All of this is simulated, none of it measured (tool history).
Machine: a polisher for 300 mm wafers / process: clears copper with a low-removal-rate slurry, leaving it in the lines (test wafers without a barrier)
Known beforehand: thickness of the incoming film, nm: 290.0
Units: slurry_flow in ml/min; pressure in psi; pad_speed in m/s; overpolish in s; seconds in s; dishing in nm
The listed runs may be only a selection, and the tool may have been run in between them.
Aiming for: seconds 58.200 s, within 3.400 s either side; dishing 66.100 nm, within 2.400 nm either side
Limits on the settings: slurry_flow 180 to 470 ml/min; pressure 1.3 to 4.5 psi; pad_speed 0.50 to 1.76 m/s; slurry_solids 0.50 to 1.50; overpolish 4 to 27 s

| run | hour | slurry_flow | pressure | pad_speed | slurry_solids | overpolish | seconds | dishing |
|---|---|---|---|---|---|---|---|---|
| 1 | 0.0 | 300 | 2.9 | 1.12 | 1.00 | 14 | 98.338 | 28.770 |
| 2 | 6.7 | 300 | 3.1 | 1.16 | 1.00 | 15 | 88.936 | 32.713 |
| 3 | 14.1 | 300 | 3.1 | 1.16 | 1.00 | 21 | 94.681 | 43.664 |
| 4 | 19.6 | 300 | 3.4 | 1.16 | 1.00 | 21 | 82.407 | 46.412 |
| 5 | 25.7 | 335 | 3.4 | 1.16 | 1.00 | 21 | 83.352 | 45.776 |
| 6 | 26.3 | 335 | 3.4 | 0.94 | 1.00 | 21 | 97.245 | 41.683 |
| 7 | 28.3 | 335 | 3.6 | 0.98 | 1.00 | 21 | 86.831 | 43.898 |
| 8 | 36.5 | 335 | 3.7 | 1.02 | 1.00 | 21 | 84.044 | 46.318 |
| 9 | 42.2 | 335 | 3.8 | 1.06 | 1.00 | 21 | 81.078 | 48.985 |
| 10 | 49.4 | 335 | 3.9 | 1.10 | 1.00 | 21 | 75.362 | 50.501 |

4 next moves are on the table. One of them brings every result within its allowed miss. Which?
| A | 56.6 | 265 | 4.0 | 1.48 | 0.95 | 24 | ? | ? |
| B | 56.6 | 325 | 3.9 | 1.40 | 0.95 | 12 | ? | ? |
| C | 56.6 | 370 | 4.4 | 1.46 | 1.15 | 24 | ? | ? |
| D | 56.6 | 295 | 4.5 | 1.28 | 1.00 | 10 | ? | ? |

| move | seconds | dishing |
|---|---|---|
| A | 57.974 | 65.783 |
| B | 61.489 | 38.265 |
| C | 50.267 | 72.271 |
| D | 57.523 | 35.033 |
A: all results in spec
B: moves away from the targets compared with the last run
C: carries the result that was furthest off beyond its target, to the other side
D: moves away from the targets compared with the last run
Correct choice: A, which meets every target
